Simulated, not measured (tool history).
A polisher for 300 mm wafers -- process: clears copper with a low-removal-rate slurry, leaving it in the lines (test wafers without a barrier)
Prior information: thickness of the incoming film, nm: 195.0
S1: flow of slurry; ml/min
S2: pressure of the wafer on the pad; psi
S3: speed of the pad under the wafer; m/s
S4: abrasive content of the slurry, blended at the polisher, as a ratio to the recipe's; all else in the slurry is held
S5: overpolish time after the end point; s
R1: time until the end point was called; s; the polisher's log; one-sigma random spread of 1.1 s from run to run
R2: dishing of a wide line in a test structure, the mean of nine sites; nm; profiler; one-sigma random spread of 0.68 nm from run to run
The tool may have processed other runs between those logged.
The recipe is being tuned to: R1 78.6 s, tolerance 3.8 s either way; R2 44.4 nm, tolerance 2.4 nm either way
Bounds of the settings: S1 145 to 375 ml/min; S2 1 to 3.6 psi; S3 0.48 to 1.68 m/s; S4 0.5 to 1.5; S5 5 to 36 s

run  hour   S1   S2    S3  S4  S5      R1      R2
  1     0  240  2.3  1.08   1  18   66.02  32.737
  2   2.9  240  2.3  1.08   1  15  67.224  28.769
  3    11  240  2.3  1.08   1  21   68.82  37.417
  4  12.5  240  2.3  1.08   1  22  66.924  38.545
  5  15.4  215  2.3  1.08   1  22  68.419  37.812
  6  18.1  245  2.3  1.08   1  22  67.936  38.838
  7  25.8  245  2.3  1.08   1  23  68.813  40.219
  8  27.9  245  2.3  1.08   1  24  69.384  42.152
  9  28.9  245  2.2  1.08   1  26  72.709    42.4

5 candidate next runs follow, results not yet known. Just one meets every target within its allowed miss. Identify it.
  A  29.9  210  1.9  1.24  1.25  24   ?   ?
  B  29.9  180  2.2  1.32  0.85  26   ?   ?
  C  29.9  235  2.4  1.12  0.85  23   ?   ?
  D  29.9  315  2.4  1.06  1.05  19   ?   ?
  E  29.9  240  2.1  1.04     1  29   ?   ?

move      R1      R2
   A  67.211  40.617
   B  63.349  45.621
   C  65.694  40.892
   D  62.825  36.498
   E   76.09  43.036
A: its largest miss is bigger than the last run's
B: its largest miss is bigger than the last run's
C: its largest miss is bigger than the last run's
D: its largest miss is bigger than the last run's
E: every result lands within tolerance
E is the move that brings every result within its allowed miss.
